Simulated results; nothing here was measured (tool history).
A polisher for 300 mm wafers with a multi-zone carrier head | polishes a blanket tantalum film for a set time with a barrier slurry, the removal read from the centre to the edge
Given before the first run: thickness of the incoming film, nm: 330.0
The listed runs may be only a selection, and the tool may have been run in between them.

run  hour  flow of slurry (ml/min)  pressure of the head's centre zone  pressure of the head's middle zone  pressure of the head's edge zone  abrasive content of the slurry  polishing time (s)  film removed at the wafer's centre (nm)  film removed at mid-radius (nm)  film removed at the wafer's edge (nm)
  1     0                      155                                   1                                   1                                 1                               1                  34                                   47.915                           45.975                                 47.836
  2   0.7                      170                                1.05                                   1                              1.03                            1.05                  34                                   49.354                           47.638                                 49.009
  3   4.9                      165                                1.09                                0.96                              1.01                            1.15                  35                                   55.227                           48.039                                 52.843
  4   6.4                      175                                1.12                                0.96                                 1                             1.2                  35                                   58.036                           48.901                                   53.3
  5  10.2                      175                                1.12                                0.96                              0.96                             1.2                  35                                   58.387                            49.55                                  49.87
  6  17.8                      175                                1.12                                0.96                              0.89                             1.2                  35                                   58.827                           49.647                                 49.024
  7  22.9                      180                                1.13                                0.95                              0.92                            1.25                  35                                   59.947                           50.116                                 50.354
  8  30.5                      180                                1.14                                0.94                              0.95                             1.3                  35                                   60.467                           49.981                                 51.571

Predict the results of run 9:
  9  33.4                      185                                1.15                                0.94                              0.97                            1.35                  35                                        ?                                ?                                      ?

{"run 9": {"film removed at the wafer's centre (nm)": 61.309, "film removed at mid-radius (nm)": 50.037, "film removed at the wafer's edge (nm)": 53.558}}

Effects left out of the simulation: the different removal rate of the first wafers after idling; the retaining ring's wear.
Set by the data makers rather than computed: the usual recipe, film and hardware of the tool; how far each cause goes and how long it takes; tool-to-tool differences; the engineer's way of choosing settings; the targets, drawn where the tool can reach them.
